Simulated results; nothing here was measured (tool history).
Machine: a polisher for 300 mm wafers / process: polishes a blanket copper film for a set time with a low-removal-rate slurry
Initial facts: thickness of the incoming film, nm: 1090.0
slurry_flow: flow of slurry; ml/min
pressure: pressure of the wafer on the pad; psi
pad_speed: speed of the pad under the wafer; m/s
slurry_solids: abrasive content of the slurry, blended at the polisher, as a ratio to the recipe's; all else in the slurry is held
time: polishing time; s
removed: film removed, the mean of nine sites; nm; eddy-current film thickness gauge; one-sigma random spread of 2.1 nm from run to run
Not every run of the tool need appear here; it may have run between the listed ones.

{"run": 1, "day": 0.0, "slurry_flow": 185, "pressure": 2.5, "pad_speed": 1.4, "slurry_solids": 1, "time": 76, "removed": 272.79}
{"run": 2, "day": 0.146, "slurry_flow": 185, "pressure": 2.5, "pad_speed": 1.4, "slurry_solids": 1, "time": 80, "removed": 286.86}
{"run": 3, "day": 0.183, "slurry_flow": 220, "pressure": 2.5, "pad_speed": 1.4, "slurry_solids": 1, "time": 80, "removed": 296.47}
{"run": 4, "day": 0.296, "slurry_flow": 220, "pressure": 2.5, "pad_speed": 1.4, "slurry_solids": 1.1, "time": 80, "removed": 302.18}
{"run": 5, "day": 0.596, "slurry_flow": 190, "pressure": 2.5, "pad_speed": 1.4, "slurry_solids": 1.1, "time": 80, "removed": 292.18}
{"run": 6, "day": 0.758, "slurry_flow": 220, "pressure": 2.5, "pad_speed": 1.4, "slurry_solids": 1.1, "time": 80, "removed": 295.54}
{"run": 7, "day": 0.792, "slurry_flow": 220, "pressure": 2.4, "pad_speed": 1.4, "slurry_solids": 1.1, "time": 80, "removed": 290.97}
{"run": 8, "day": 1.075, "slurry_flow": 200, "pressure": 1.7, "pad_speed": 1.38, "slurry_solids": 1.1, "time": 80, "removed": 209.53}

Expected results for the next run?
{"run": 9, "day": 1.433, "slurry_flow": 205, "pressure": 1.7, "pad_speed": 1.38, "slurry_solids": 1.1, "time": 80, "removed": "?"}

Logged for run 9: removed 212.53 nm.
